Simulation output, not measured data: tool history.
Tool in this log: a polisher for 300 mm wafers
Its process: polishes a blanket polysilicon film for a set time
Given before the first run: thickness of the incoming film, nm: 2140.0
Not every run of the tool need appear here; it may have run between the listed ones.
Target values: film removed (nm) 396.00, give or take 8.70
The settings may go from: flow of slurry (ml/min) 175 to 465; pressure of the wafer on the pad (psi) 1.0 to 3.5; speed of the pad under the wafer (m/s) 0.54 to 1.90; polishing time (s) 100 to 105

| run | day | flow of slurry (ml/min) | pressure of the wafer on the pad (psi) | speed of the pad under the wafer (m/s) | polishing time (s) | film removed (nm) |
|---|---|---|---|---|---|---|
| 1 | 0.000 | 295 | 2.2 | 1.22 | 100 | 744.49 |
| 2 | 0.292 | 295 | 2.7 | 1.22 | 100 | 903.47 |
| 3 | 0.550 | 295 | 2.7 | 1.10 | 100 | 828.16 |
| 4 | 0.612 | 295 | 2.7 | 1.10 | 100 | 834.94 |
| 5 | 0.829 | 295 | 2.2 | 1.10 | 100 | 683.30 |
| 6 | 1.042 | 295 | 2.8 | 1.10 | 100 | 858.78 |
| 7 | 1.129 | 270 | 2.2 | 1.00 | 100 | 638.01 |
| 8 | 1.504 | 270 | 2.1 | 1.00 | 100 | 609.24 |
| 9 | 1.596 | 270 | 2.0 | 1.00 | 100 | 586.68 |
| 10 | 1.788 | 270 | 1.9 | 1.00 | 100 | 555.62 |
| 11 | 2.012 | 270 | 1.8 | 1.00 | 100 | 532.12 |
| 12 | 2.204 | 270 | 1.7 | 1.00 | 100 | 496.75 |
| 13 | 2.442 | 270 | 1.6 | 1.00 | 100 | 467.84 |

Of the 4 settings listed for the next run, only one would bring every result within its allowed miss of target. Which one?
| A | 2.679 | 330 | 1.1 | 1.16 | 100 | ? |
| B | 2.679 | 295 | 1.4 | 0.92 | 100 | ? |
| C | 2.679 | 255 | 1.6 | 0.82 | 101 | ? |
| D | 2.679 | 275 | 1.4 | 0.92 | 105 | ? |

| move | film removed (nm) |
|---|---|
| A | 377.04 |
| B | 395.72 |
| C | 412.67 |
| D | 412.44 |
A: takes the result that was furthest off past its target
B: every result within its allowed miss
C: an improvement on the last run, though not all results are within tolerance
D: an improvement on the last run, though not all results are within tolerance
B meets every target.
